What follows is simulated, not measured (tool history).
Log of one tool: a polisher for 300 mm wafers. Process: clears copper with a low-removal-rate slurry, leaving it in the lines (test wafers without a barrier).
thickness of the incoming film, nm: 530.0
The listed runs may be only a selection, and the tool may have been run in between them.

run  hour  flow of slurry (ml/min)  pressure of the wafer on the pad (psi)  speed of the pad under the wafer (m/s)  abrasive content of the slurry  overpolish time after the end point (s)  time until the end point was called (s)  dishing of a wide line in a test structure (nm)
  1   0.0                      155                                     4.0                                    1.22                            1.00                                       15                                   95.527                                           52.033
  2   6.6                      155                                     4.0                                    1.48                            1.00                                       15                                   85.461                                           57.360
  3  13.9                      155                                     3.7                                    1.46                            1.00                                       14                                   90.503                                           52.192
  4  20.1                      155                                     4.2                                    1.46                            1.00                                       14                                   78.357                                           57.987
  5  29.1                      155                                     4.2                                    1.46                            1.00                                       18                                   79.236                                           66.796
  6  30.0                      155                                     4.2                                    1.46                            0.80                                       18                                   83.880                                           64.732
  7  38.4                      185                                     3.1                                    1.34                            0.85                                       11                                  113.020                                           35.226

Run 8 is up next; what results do you expect?
  8  41.3                      185                                     3.0                                    1.34                            0.85                                       11                                        ?                                                ?

{"run 8": {"time until the end point was called (s)": 120.31, "dishing of a wide line in a test structure (nm)": 33.082}}
